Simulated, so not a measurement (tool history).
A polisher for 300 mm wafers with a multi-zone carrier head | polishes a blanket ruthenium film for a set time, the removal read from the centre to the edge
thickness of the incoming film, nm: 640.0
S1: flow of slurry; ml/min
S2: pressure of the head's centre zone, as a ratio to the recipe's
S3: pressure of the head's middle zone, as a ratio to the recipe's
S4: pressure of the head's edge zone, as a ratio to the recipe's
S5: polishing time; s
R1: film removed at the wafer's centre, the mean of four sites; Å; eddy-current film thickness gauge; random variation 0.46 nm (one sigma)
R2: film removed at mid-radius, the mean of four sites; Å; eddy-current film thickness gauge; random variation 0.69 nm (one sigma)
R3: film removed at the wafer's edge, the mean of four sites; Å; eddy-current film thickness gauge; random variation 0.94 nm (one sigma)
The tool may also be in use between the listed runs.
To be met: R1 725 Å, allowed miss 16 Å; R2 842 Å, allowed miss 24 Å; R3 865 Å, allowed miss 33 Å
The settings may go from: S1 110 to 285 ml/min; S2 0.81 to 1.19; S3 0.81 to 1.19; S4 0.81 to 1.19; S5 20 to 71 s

{"run": 1, "hour": 0.0, "S1": 180, "S2": 1, "S3": 1, "S4": 1, "S5": 45, "R1": 648.95, "R2": 631.87, "R3": 625.84}
{"run": 2, "hour": 5.3, "S1": 205, "S2": 1, "S3": 1, "S4": 1, "S5": 45, "R1": 658.04, "R2": 652.21, "R3": 647.07}
{"run": 3, "hour": 12.4, "S1": 220, "S2": 0.99, "S3": 1.01, "S4": 1.04, "S5": 46, "R1": 678.41, "R2": 679.47, "R3": 678.5}
{"run": 4, "hour": 14.1, "S1": 240, "S2": 0.99, "S3": 1.01, "S4": 1.04, "S5": 46, "R1": 689.58, "R2": 688.19, "R3": 697.42}
{"run": 5, "hour": 18.0, "S1": 250, "S2": 0.97, "S3": 1.02, "S4": 1.07, "S5": 47, "R1": 691.04, "R2": 705.24, "R3": 701.18}
{"run": 6, "hour": 26.0, "S1": 255, "S2": 0.94, "S3": 1.02, "S4": 1.1, "S5": 49, "R1": 702.65, "R2": 742.76, "R3": 755.24}
{"run": 7, "hour": 33.4, "S1": 255, "S2": 0.92, "S3": 1.03, "S4": 1.12, "S5": 50, "R1": 701.27, "R2": 759.37, "R3": 755.72}
{"run": 8, "hour": 39.6, "S1": 260, "S2": 0.9, "S3": 1.02, "S4": 1.13, "S5": 51, "R1": 699.37, "R2": 768.37, "R3": 790.77}

Which of these 4 next moves meets every target?
{"run": "A", "hour": 45.8, "S1": 215, "S2": 0.96, "S3": 0.92, "S4": 1, "S5": 50, "R1": "?", "R2": "?", "R3": "?"}
{"run": "B", "hour": 45.8, "S1": 285, "S2": 0.83, "S3": 0.99, "S4": 1.1, "S5": 56, "R1": "?", "R2": "?", "R3": "?"}
{"run": "C", "hour": 45.8, "S1": 285, "S2": 0.92, "S3": 0.97, "S4": 1.1, "S5": 53, "R1": "?", "R2": "?", "R3": "?"}
{"run": "D", "hour": 45.8, "S1": 255, "S2": 1.01, "S3": 1.04, "S4": 1.1, "S5": 48, "R1": "?", "R2": "?", "R3": "?"}

move=A R1=715.74 R2=691.78 R3=729.05
move=B R1=718.43 R2=841.54 R3=870.47
move=C R1=754.27 R2=785.2 R3=824.01
move=D R1=740.86 R2=736.36 R3=738.92
A: further off than the last run
B: meets every target
C: nearer than the last run, and not there yet
D: further off than the last run
Move B is the one to make.
